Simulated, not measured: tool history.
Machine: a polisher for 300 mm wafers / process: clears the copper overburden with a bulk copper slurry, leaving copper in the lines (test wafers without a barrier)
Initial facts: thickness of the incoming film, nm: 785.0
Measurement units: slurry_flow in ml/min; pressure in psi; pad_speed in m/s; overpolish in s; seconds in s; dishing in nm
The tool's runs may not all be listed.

run	hour	slurry_flow	pressure	pad_speed	slurry_solids	overpolish	seconds	dishing
1	0.0	155	2.5	0.90	1.00	26	90.102	93.808
2	7.9	125	2.5	0.90	1.00	26	93.460	90.760
3	12.8	120	2.3	0.90	1.00	24	102.300	82.739
4	17.2	150	2.3	0.90	1.00	24	100.120	84.050
5	24.7	145	2.1	0.92	1.00	22	106.870	76.207
6	31.4	140	2.0	0.94	0.95	20	107.900	71.626
7	34.3	140	2.0	0.94	0.95	20	111.360	68.655
8	36.4	135	1.9	0.98	0.90	18	113.550	62.901
9	38.3	130	1.8	1.02	0.85	17	119.010	61.497

Predict the results of run 10:
10	44.1	175	1.1	0.76	1.10	8	?	?

Logged for run 10: seconds 226.780 s, dishing 18.862 nm.
